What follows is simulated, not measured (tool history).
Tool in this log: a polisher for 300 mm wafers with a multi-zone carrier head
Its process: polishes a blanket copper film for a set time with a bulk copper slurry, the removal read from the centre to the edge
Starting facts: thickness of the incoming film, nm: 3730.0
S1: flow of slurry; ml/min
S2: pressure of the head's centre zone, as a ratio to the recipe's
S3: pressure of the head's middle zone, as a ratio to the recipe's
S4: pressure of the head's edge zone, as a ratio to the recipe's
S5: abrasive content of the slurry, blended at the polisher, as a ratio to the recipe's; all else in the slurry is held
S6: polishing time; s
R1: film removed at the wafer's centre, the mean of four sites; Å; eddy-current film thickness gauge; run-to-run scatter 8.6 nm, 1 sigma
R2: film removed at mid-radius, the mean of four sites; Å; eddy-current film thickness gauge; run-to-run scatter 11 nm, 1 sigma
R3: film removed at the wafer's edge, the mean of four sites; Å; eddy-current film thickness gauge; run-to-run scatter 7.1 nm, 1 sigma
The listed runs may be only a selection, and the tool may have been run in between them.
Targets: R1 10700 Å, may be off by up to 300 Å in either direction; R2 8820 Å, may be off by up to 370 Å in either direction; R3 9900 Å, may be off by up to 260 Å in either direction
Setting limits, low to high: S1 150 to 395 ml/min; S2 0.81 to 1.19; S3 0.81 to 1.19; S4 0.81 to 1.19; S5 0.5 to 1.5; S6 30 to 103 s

run  hour   S1    S2    S3    S4    S5  S6      R1      R2      R3
  1     0  250     1     1     1     1  66  7110.6  7097.8  7002.3
  2   1.8  260  1.03  0.99  1.04  1.15  68  7797.4  7427.9  7743.7
  3   4.9  275  1.07     1  1.07  1.25  69  8577.2  7920.5  8068.8
  4   9.7  275  1.07     1  1.07  1.05  69  8121.1  7521.1  7734.5
  5  15.9  280  1.09  0.99   1.1  1.15  71  8594.3  7854.3  8327.3
  6  22.4  280  1.09  0.99  1.04  1.15  71  8762.2  8111.5  8204.4
  7  30.4  290  1.11  0.97  1.06  1.25  72  9078.6  8021.1  8340.2
  8  36.5  285  1.12  0.97  1.08   1.3  74  9496.6    8555  8797.9
  9  43.8  295  1.14  0.95  1.11  1.35  75  9896.2  8610.4  9229.5
 10  51.2  305  1.15  0.94  1.12   1.4  75   10161    8399  9397.1
 11  53.2  310  1.16  0.95  1.13   1.4  75   10154  8718.8    9339
 12  57.6  310  1.17  0.94  1.14  1.45  75   10324  8718.8  9547.1
 13  59.9  315  1.18  0.94  1.15  1.45  75   10556  8531.7  9620.2
 14  66.9  320  1.18  0.95  1.16  1.45  75   10419    8619  9604.2

Next run, 5 choices. One meets every target within its allowed miss, the rest don't. Which?
  A  73.9  305  1.17   0.9  1.19   1.5  72   ?   ?   ?
  B  73.9  360  1.19  1.01  1.17   1.5  72   ?   ?   ?
  C  73.9  310  1.17  0.94  1.19   1.4  73   ?   ?   ?
  D  73.9  295  1.19  0.95  1.17  1.45  77   ?   ?   ?
  E  73.9  285  1.19  0.93  1.11  1.35  75   ?   ?   ?

move      R1      R2      R3
   A  9899.1  7941.6  9481.1
   B   10214  8881.3  9494.9
   C  9896.7  8228.9    9466
   D   10611  8783.9  9937.9
   E   10122  8236.6  9242.1
A: further off than the last run
B: further off than the last run
C: further off than the last run
D: all results land within tolerance of their targets
E: further off than the last run
D meets every target.
